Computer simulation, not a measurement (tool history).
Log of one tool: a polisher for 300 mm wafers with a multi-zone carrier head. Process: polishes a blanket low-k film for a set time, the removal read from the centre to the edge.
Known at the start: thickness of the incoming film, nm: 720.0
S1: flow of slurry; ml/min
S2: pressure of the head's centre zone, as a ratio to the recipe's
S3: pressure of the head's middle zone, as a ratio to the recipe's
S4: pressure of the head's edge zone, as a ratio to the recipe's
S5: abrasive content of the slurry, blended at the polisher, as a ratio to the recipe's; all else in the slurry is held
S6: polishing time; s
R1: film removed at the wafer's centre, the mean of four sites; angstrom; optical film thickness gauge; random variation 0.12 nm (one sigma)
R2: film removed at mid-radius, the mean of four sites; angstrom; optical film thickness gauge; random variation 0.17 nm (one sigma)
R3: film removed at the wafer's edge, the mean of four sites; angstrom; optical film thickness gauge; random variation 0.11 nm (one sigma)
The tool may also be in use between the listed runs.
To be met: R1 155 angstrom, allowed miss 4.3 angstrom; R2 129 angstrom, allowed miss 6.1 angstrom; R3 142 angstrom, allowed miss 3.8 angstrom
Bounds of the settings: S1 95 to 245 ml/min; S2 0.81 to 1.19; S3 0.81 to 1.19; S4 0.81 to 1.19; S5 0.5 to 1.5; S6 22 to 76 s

run 1 hour=0 | S1=155 S2=1 S3=1 S4=1 S5=1 S6=49 | R1=163.61 R2=182.55 R3=180.2
run 2 hour=3.7 | S1=155 S2=1 S3=1 S4=1 S5=0.9 S6=49 | R1=157.42 R2=174.38 R3=172.16
run 3 hour=11.2 | S1=150 S2=1.01 S3=0.98 S4=0.99 S5=0.9 S6=49 | R1=159.87 R2=165.21 R3=168.37
run 4 hour=18.5 | S1=150 S2=1.06 S3=0.98 S4=0.99 S5=0.9 S6=49 | R1=165.69 R2=167.08 R3=168.43
run 5 hour=23.6 | S1=145 S2=1.06 S3=0.97 S4=0.98 S5=0.9 S6=49 | R1=166.99 R2=162.13 R3=166.68
run 6 hour=29.2 | S1=140 S2=1.06 S3=0.96 S4=0.97 S5=0.9 S6=49 | R1=165.45 R2=162.88 R3=165.5
-- hour=32.4 centre zone pressure recalibrated
run 7 hour=32.4 | S1=135 S2=1.06 S3=0.95 S4=0.96 S5=0.9 S6=49 | R1=176.31 R2=159.82 R3=166.13
run 8 hour=38.3 | S1=135 S2=1.06 S3=0.95 S4=0.96 S5=0.85 S6=49 | R1=168.69 R2=154.73 R3=157.77

Which of these 4 next moves meets every target?
run A hour=44.2 | S1=175 S2=1 S3=0.98 S4=0.87 S5=0.85 S6=52 | R1=? R2=? R3=?
run B hour=44.2 | S1=125 S2=1.08 S3=0.89 S4=0.98 S5=0.9 S6=43 | R1=? R2=? R3=?
run C hour=44.2 | S1=160 S2=0.96 S3=1.19 S4=0.83 S5=0.7 S6=53 | R1=? R2=? R3=?
run D hour=44.2 | S1=110 S2=1.06 S3=0.93 S4=0.99 S5=0.8 S6=58 | R1=? R2=? R3=?

move=A R1=181.8 R2=178.63 R3=168.04
move=B R1=154.39 R2=130.81 R3=144.04
move=C R1=155.12 R2=187.63 R3=146.67
move=D R1=183.3 R2=165 R3=177.87
A: further off than the last run
B: meets every target
C: further off than the last run
D: further off than the last run
Answer: B
